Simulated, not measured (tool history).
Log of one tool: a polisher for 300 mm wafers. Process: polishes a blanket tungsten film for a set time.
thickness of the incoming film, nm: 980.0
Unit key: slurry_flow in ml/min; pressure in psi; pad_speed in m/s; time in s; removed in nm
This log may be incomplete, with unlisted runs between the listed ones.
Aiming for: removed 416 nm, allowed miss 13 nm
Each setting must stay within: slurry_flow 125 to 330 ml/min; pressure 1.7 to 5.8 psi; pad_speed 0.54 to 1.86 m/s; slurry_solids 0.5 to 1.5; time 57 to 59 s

run    day  slurry_flow  pressure  pad_speed  slurry_solids  time  removed
  1      0          210       3.7       1.18              1    57   355.02
  2  0.025          210       3.7          1              1    57   304.65
  3  0.346          210       3.7          1            1.1    57   307.44
  4  0.446          210       3.7          1            1.1    59   319.25
  5  0.658          215         4          1            1.1    59   335.51
  6  0.912          215       4.3          1            1.1    59   354.09
  7  1.125          215       4.6          1            1.1    59   375.79
  8   1.25          215       4.8          1            1.1    59   386.38
  9  1.517          215       4.9          1            1.1    59   396.58
 10  1.679          225       5.1          1            1.1    59   398.31

Below are 4 possible settings for the next run. Only one of them brings all results inside the allowed miss of their targets. Which is it?
  A  1.842          225       5.4       1.14            0.9    59        ?
  B  1.842          230         5       1.16           1.05    59        ?
  C  1.842          240       5.8       0.94            1.1    59        ?
  D  1.842          245       5.6        0.9           1.05    59        ?

move  removed
   A   455.06
   B   453.08
   C   416.49
   D   386.21
A: pushes the last run's worst result past its target
B: pushes the last run's worst result past its target
C: hits every target within its allowed miss
D: further off than the last run
Answer: C
